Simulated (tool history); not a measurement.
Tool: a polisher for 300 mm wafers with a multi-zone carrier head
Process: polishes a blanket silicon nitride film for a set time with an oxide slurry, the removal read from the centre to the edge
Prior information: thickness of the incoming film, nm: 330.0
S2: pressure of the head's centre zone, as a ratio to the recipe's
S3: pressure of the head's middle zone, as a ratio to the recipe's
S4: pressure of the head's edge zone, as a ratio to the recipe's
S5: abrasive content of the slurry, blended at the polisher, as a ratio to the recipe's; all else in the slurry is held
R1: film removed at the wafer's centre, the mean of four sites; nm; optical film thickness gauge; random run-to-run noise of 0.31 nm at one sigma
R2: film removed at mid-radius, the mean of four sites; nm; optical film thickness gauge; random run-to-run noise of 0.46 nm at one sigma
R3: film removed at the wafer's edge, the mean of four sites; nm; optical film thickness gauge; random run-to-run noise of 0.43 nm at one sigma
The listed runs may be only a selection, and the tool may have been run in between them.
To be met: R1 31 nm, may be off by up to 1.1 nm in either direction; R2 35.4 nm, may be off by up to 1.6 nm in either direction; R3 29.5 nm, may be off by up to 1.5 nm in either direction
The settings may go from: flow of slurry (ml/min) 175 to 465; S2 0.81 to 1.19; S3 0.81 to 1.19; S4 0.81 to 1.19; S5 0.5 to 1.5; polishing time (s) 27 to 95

Run 1, hour 0: flow of slurry (ml/min) 295, S2 1, S3 1, S4 1, S5 1, polishing time (s) 61. Result: R1 42.006 nm, R2 42.934 nm, R3 41.257 nm.
Run 2, hour 4: flow of slurry (ml/min) 300, S2 0.99, S3 1.02, S4 0.97, S5 0.9, polishing time (s) 60. Result: R1 38.134 nm, R2 40.161 nm, R3 37.95 nm.
Run 3, hour 9.3: flow of slurry (ml/min) 300, S2 0.99, S3 1.02, S4 0.97, S5 0.9, polishing time (s) 73. Result: R1 47.413 nm, R2 49.056 nm, R3 46.038 nm.
Run 4, hour 18.3: flow of slurry (ml/min) 300, S2 0.99, S3 0.96, S4 0.97, S5 0.9, polishing time (s) 73. Result: R1 47.691 nm, R2 45.113 nm, R3 45.156 nm.
Run 5, hour 23.9: flow of slurry (ml/min) 305, S2 0.99, S3 0.99, S4 0.94, S5 0.8, polishing time (s) 71. Result: R1 42.837 nm, R2 42.487 nm, R3 39.723 nm.
Run 6, hour 28: flow of slurry (ml/min) 305, S2 0.97, S3 1, S4 0.92, S5 0.75, polishing time (s) 71. Result: R1 39.958 nm, R2 40.32 nm, R3 37.847 nm.
Run 7, hour 31: flow of slurry (ml/min) 310, S2 0.96, S3 1.02, S4 0.9, S5 0.7, polishing time (s) 71. Result: R1 37.097 nm, R2 39.349 nm, R3 36.146 nm.
Run 8, hour 33.9: flow of slurry (ml/min) 310, S2 0.96, S3 1.03, S4 0.88, S5 0.65, polishing time (s) 71. Result: R1 35.733 nm, R2 36.604 nm, R3 33.72 nm.
Run 9, hour 37.4: flow of slurry (ml/min) 315, S2 0.96, S3 1.06, S4 0.86, S5 0.65, polishing time (s) 71. Result: R1 35.187 nm, R2 37.067 nm, R3 32.664 nm.
Run 10, hour 39.8: flow of slurry (ml/min) 310, S2 0.9, S3 1.1, S4 0.81, S5 0.5, polishing time (s) 71. Result: R1 25.501 nm, R2 30.197 nm, R3 24.873 nm.
Run 11, hour 44.2: flow of slurry (ml/min) 320, S2 0.91, S3 1.11, S4 0.83, S5 0.5, polishing time (s) 71. Result: R1 25.879 nm, R2 31.019 nm, R3 25.046 nm.

Of the 5 settings listed for the next run, only one would bring every result within its allowed miss of target. Which one?
Run A, hour 48.6: flow of slurry (ml/min) 320, S2 0.85, S3 0.91, S4 0.86, S5 0.6, polishing time (s) 67. Result: R1 ?, R2 ?, R3 ?.
Run B, hour 48.6: flow of slurry (ml/min) 325, S2 0.93, S3 1.08, S4 0.82, S5 0.55, polishing time (s) 75. Result: R1 ?, R2 ?, R3 ?.
Run C, hour 48.6: flow of slurry (ml/min) 265, S2 0.82, S3 0.96, S4 0.82, S5 0.55, polishing time (s) 69. Result: R1 ?, R2 ?, R3 ?.
Run D, hour 48.6: flow of slurry (ml/min) 340, S2 0.84, S3 1.04, S4 0.91, S5 0.55, polishing time (s) 83. Result: R1 ?, R2 ?, R3 ?.
Run E, hour 48.6: flow of slurry (ml/min) 320, S2 0.98, S3 1, S4 0.85, S5 0.6, polishing time (s) 73. Result: R1 ?, R2 ?, R3 ?.

move      R1      R2      R3
   A   27.15  29.319   29.07
   B    30.6  34.806   29.18
   C  24.178  28.367  26.442
   D  30.693  37.471   33.97
   E  34.168  34.548   31.47
A: moves toward the targets from the last run without getting all of them in spec
B: hits every target within its allowed miss
C: further off than the last run
D: the worst result of the last run now meets its target, but another is out of spec
E: carries the result that was furthest off beyond its target, to the other side
The right move is B.
